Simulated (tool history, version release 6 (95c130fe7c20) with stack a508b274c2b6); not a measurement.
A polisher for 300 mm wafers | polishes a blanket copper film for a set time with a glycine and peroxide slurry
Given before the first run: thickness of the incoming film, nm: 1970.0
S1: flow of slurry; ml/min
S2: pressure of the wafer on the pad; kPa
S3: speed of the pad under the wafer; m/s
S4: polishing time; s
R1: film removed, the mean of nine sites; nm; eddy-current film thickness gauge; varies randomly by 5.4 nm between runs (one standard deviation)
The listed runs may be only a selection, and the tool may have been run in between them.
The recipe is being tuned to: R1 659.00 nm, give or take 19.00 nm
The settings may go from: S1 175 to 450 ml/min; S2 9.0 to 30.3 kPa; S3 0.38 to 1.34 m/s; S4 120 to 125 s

run,day,S1,S2,S3,S4,R1
1,0.000,290,19.3,0.86,120,522.51
2,0.242,290,20.0,0.86,120,526.60
3,0.271,290,17.2,0.86,120,483.86
4,0.362,290,20.0,0.86,120,529.56
5,0.708,260,20.0,0.86,120,522.62
6,0.996,260,20.0,0.64,120,421.68
7,1.238,265,22.1,0.66,120,448.36
8,1.321,265,23.4,0.68,120,491.36
9,1.596,270,24.8,0.68,120,509.34
10,1.808,270,26.2,0.70,120,541.17
11,1.971,270,26.9,0.72,120,571.25
12,1.992,270,27.6,0.72,120,581.77

Exactly one of the 5 candidate moves below puts every result within its allowed miss. Which one?
A,2.012,175,24.1,0.72,120,?
B,2.012,285,29.0,0.60,125,?
C,2.012,290,26.2,0.82,125,?
D,2.012,230,26.9,0.64,121,?
E,2.012,205,29.6,0.74,120,?

move,R1
A,497.79
B,550.61
C,659.79
D,517.41
E,613.59
A: its largest miss is bigger than the last run's
B: its largest miss is bigger than the last run's
C: every result lands within tolerance
D: its largest miss is bigger than the last run's
E: closes in on the targets versus the last run, not all within tolerance yet
Move C is the one to make.

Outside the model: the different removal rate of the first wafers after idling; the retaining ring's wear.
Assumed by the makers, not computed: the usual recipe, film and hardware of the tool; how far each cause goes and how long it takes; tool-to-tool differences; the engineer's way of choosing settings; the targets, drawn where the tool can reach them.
